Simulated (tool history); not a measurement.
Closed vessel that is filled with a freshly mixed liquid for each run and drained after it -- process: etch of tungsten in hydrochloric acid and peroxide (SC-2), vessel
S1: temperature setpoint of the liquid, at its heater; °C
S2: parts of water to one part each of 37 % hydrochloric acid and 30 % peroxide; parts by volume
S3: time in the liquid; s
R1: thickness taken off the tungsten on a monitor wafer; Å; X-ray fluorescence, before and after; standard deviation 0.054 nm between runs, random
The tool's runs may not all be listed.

run 1 hour=0 | S1=58 S2=8.5 S3=30 | R1=100.97
run 2 hour=7.7 | S1=56.5 S2=8.5 S3=30 | R1=91.044
run 3 hour=9.2 | S1=56.5 S2=9.5 S3=30 | R1=81.529
run 4 hour=17.9 | S1=56.5 S2=12 S3=30 | R1=68.45
run 5 hour=19.4 | S1=56.5 S2=12 S3=30 | R1=68.384
run 6 hour=23.9 | S1=62.5 S2=12 S3=30 | R1=99.514
run 7 hour=30.2 | S1=61 S2=12 S3=30 | R1=90.632
run 8 hour=36.5 | S1=60 S2=12 S3=30 | R1=84.77

Run 9 has not been measured yet. What should we expect?
run 9 hour=43.6 | S1=57 S2=12 S3=30 | R1=?

R1: 70.262 Å
